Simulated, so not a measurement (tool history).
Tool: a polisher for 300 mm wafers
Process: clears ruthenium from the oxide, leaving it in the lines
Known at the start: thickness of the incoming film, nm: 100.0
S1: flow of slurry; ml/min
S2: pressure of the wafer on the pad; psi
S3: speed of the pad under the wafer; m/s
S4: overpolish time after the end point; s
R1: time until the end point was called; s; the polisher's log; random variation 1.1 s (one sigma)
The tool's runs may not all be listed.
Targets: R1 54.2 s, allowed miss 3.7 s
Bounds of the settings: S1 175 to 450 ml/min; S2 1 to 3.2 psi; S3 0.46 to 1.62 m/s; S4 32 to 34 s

run	day	S1	S2	S3	S4	R1
1	0	290	2.1	1.04	32	73.826
2	0.167	290	2.2	1.04	32	69.073
3	0.192	290	2.3	1.04	32	69.259
4	0.279	230	2.3	1.04	32	70.967
5	0.371	300	2.3	1.04	32	66.735
6	0.521	300	2.4	1.04	32	66.831
7	0.617	300	2.5	1.06	32	63.801
8	0.946	300	2.6	1.08	32	61.228
9	1.188	300	2.6	1.1	32	61.192
10	1.479	300	2.6	1.12	32	60.436
11	1.771	300	2.6	1.14	32	59.525

4 next moves are on the table. One of them brings every result within its allowed miss. Which?
A	2.062	345	2.6	1.24	32	?
B	2.062	350	2.6	1.04	34	?
C	2.062	320	2.5	1	32	?
D	2.062	325	2.6	0.96	33	?

move	R1
A	54.74
B	62.931
C	67.318
D	67.254
A: meets every target
B: further off than the last run
C: further off than the last run
D: further off than the last run
Answer: A
